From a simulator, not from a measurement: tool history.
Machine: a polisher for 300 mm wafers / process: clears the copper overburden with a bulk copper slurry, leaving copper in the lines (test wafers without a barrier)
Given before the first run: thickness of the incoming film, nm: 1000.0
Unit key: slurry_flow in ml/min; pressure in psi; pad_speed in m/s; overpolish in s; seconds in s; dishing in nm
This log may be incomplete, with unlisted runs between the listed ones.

run	day	slurry_flow	pressure	pad_speed	slurry_solids	overpolish	seconds	dishing
1	0.000	300	3.1	1.38	1.0	11	65.723	79.019
2	0.167	300	3.2	1.38	1.0	12	66.062	85.435
3	0.442	300	3.3	1.38	1.0	13	63.257	91.268
4	0.508	300	3.4	1.38	1.0	14	60.517	96.861
5	0.800	300	3.5	1.38	1.0	15	59.953	100.870
6	1.021	300	3.6	1.38	1.0	16	56.465	105.980
7	1.146	300	3.6	1.38	1.0	17	57.670	106.730

What will run 8 give?
# day 1.462: slurry blender recalibrated
8	1.462	300	3.6	1.38	1.0	18	?	?

Run 8 measured seconds 55.024 s, dishing 113.790 nm.

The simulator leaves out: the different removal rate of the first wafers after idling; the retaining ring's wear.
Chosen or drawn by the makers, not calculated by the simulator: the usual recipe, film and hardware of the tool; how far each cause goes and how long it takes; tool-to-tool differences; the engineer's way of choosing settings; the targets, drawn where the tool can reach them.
